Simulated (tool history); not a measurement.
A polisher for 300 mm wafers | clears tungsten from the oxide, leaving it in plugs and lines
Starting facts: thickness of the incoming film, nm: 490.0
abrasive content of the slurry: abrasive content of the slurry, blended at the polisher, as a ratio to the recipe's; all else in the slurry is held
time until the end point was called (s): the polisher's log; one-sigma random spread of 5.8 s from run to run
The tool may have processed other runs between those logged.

run,hour,flow of slurry (ml/min),pressure of the wafer on the pad (kPa),speed of the pad under the wafer (m/s),abrasive content of the slurry,overpolish time after the end point (s),time until the end point was called (s)
1,0.0,220,28.3,0.90,1.0,18,131.82
2,5.8,220,26.2,0.84,1.0,18,144.72
3,6.6,220,32.4,0.84,1.0,18,118.11
4,12.8,220,32.4,0.64,1.0,18,151.47
5,19.1,220,29.6,0.62,1.0,18,168.01
6,24.2,220,29.6,0.52,1.0,18,191.06
7,27.8,220,27.6,0.50,1.0,18,223.60
8,30.7,220,26.2,0.50,1.0,18,229.65
9,38.7,220,24.8,0.50,1.0,18,240.02

Estimate the outcome of run 10 from the log above:
10,41.1,220,24.8,0.50,1.0,18,?

{"run 10": {"time until the end point was called (s)": 247.49}}

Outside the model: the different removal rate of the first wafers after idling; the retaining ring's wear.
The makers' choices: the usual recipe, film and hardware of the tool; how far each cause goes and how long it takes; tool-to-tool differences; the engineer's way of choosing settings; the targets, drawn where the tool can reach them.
